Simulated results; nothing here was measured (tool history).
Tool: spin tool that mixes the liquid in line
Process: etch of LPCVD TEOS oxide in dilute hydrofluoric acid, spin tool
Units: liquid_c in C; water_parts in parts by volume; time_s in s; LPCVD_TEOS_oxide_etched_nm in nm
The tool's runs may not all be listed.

run	hour	liquid_c	water_parts	time_s	LPCVD_TEOS_oxide_etched_nm
1	0.0	21.0	225	110	6.5746
2	4.6	22.5	205	110	7.8340
3	5.4	24.0	195	110	8.6652
4	9.6	24.0	260	110	6.0898
5	12.3	21.0	260	110	5.4751
6	15.0	21.0	260	120	5.9789
7	18.7	22.5	240	120	6.9858
8	27.5	24.0	220	120	8.2274
# hour 35.3: hydrofluoric acid flow meter replaced
9	35.3	25.0	205	120	10.1550
10	38.7	26.0	200	120	10.8300

Forecast run 11:
11	40.5	26.5	195	120	?

LPCVD_TEOS_oxide_etched_nm: 11.3500 nm

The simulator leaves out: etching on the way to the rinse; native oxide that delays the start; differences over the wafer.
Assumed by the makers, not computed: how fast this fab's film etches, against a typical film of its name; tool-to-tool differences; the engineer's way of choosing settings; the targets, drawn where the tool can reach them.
